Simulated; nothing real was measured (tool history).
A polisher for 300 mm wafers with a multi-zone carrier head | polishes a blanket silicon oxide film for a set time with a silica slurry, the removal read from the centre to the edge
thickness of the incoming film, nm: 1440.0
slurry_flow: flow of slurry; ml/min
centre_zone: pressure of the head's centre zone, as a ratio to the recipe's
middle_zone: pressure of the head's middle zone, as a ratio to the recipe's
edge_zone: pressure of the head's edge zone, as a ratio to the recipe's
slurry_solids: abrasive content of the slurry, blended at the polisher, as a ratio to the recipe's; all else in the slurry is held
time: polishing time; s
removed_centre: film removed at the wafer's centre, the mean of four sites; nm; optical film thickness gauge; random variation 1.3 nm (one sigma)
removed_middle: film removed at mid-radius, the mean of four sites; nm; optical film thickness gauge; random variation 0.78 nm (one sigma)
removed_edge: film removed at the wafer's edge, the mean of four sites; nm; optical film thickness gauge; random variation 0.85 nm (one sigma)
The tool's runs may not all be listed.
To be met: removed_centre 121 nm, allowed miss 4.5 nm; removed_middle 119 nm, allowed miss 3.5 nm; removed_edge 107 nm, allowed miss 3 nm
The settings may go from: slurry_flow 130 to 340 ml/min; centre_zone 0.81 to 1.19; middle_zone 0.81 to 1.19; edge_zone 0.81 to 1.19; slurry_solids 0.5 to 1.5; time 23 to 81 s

Run 1, hour 0: slurry_flow 220 ml/min, centre_zone 1, middle_zone 1, edge_zone 1, slurry_solids 1, time 52 s. Result: removed_centre 100.76 nm, removed_middle 99.269 nm, removed_edge 102.01 nm.
Run 2, hour 7.8: slurry_flow 240 ml/min, centre_zone 1.03, middle_zone 1.04, edge_zone 1, slurry_solids 1, time 52 s. Result: removed_centre 104.11 nm, removed_middle 103.84 nm, removed_edge 101.86 nm.
Run 3, hour 15.2: slurry_flow 195 ml/min, centre_zone 1.03, middle_zone 1.04, edge_zone 1, slurry_solids 1, time 52 s. Result: removed_centre 102.53 nm, removed_middle 98.473 nm, removed_edge 102.12 nm.
Run 4, hour 24.2: slurry_flow 195 ml/min, centre_zone 1.03, middle_zone 1.04, edge_zone 1, slurry_solids 1, time 61 s. Result: removed_centre 116.85 nm, removed_middle 116.08 nm, removed_edge 118.97 nm.
Run 5, hour 28.3: slurry_flow 195 ml/min, centre_zone 1.03, middle_zone 1.04, edge_zone 1, slurry_solids 1, time 68 s. Result: removed_centre 130.79 nm, removed_middle 131.14 nm, removed_edge 133.31 nm.
Run 6, hour 30.7: slurry_flow 195 ml/min, centre_zone 1.03, middle_zone 1.1, edge_zone 1, slurry_solids 1, time 68 s. Result: removed_centre 129.93 nm, removed_middle 135.73 nm, removed_edge 132.31 nm.
Run 7, hour 38: slurry_flow 195 ml/min, centre_zone 1.05, middle_zone 1.1, edge_zone 0.96, slurry_solids 0.9, time 68 s. Result: removed_centre 128.46 nm, removed_middle 131.35 nm, removed_edge 124.74 nm.
Run 8, hour 46.4: slurry_flow 195 ml/min, centre_zone 1.05, middle_zone 1.1, edge_zone 0.96, slurry_solids 0.9, time 68 s. Result: removed_centre 131.12 nm, removed_middle 131.8 nm, removed_edge 125.51 nm.

4 next moves are on the table. One of them brings every result within its allowed miss. Which?
Run A, hour 54.8: slurry_flow 210 ml/min, centre_zone 1.07, middle_zone 1.19, edge_zone 0.84, slurry_solids 0.75, time 62 s. Result: removed_centre ?, removed_middle ?, removed_edge ?.
Run B, hour 54.8: slurry_flow 170 ml/min, centre_zone 1.18, middle_zone 1.01, edge_zone 0.97, slurry_solids 0.8, time 66 s. Result: removed_centre ?, removed_middle ?, removed_edge ?.
Run C, hour 54.8: slurry_flow 165 ml/min, centre_zone 1.02, middle_zone 1.07, edge_zone 1.04, slurry_solids 0.7, time 68 s. Result: removed_centre ?, removed_middle ?, removed_edge ?.
Run D, hour 54.8: slurry_flow 195 ml/min, centre_zone 1.16, middle_zone 1.19, edge_zone 0.98, slurry_solids 1.15, time 53 s. Result: removed_centre ?, removed_middle ?, removed_edge ?.

move  removed_centre  removed_middle  removed_edge
   A          112.84          117.88        101.56
   B          130.52          111.08        115.33
   C          109.11          111.87        115.48
   D          122.27          117.84        109.07
A: takes the result that was furthest off past its target
B: nearer than the last run, and not there yet
C: nearer than the last run, and not there yet
D: meets every target
Move D is the one to make.
